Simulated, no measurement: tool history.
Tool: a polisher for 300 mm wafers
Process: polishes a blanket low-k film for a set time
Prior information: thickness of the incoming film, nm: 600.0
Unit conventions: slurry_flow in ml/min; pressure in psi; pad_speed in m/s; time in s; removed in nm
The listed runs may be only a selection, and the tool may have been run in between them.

run    day  slurry_flow  pressure  pad_speed  slurry_solids  time  removed
  1  0.000          245       2.3       0.88            1.0    42  16.4770
  2  0.058          245       2.2       0.88            1.0    42  15.7350
  3  0.200          245       2.1       0.88            1.0    42  14.7510
  4  0.300          245       2.1       0.70            1.0    42  12.5300
  5  0.604          245       2.1       0.70            1.0    37  11.0130
  6  0.717          245       2.1       0.54            1.0    37   8.8553
  7  0.917          245       2.1       0.54            1.0    37   8.7121
  8  1.212          245       2.2       0.54            1.0    37   9.1190

What does the tool deliver on the next run?
  9  1.417          245       2.4       0.54            1.0    37        ?

Run 9 yielded removed 10.1920 nm.
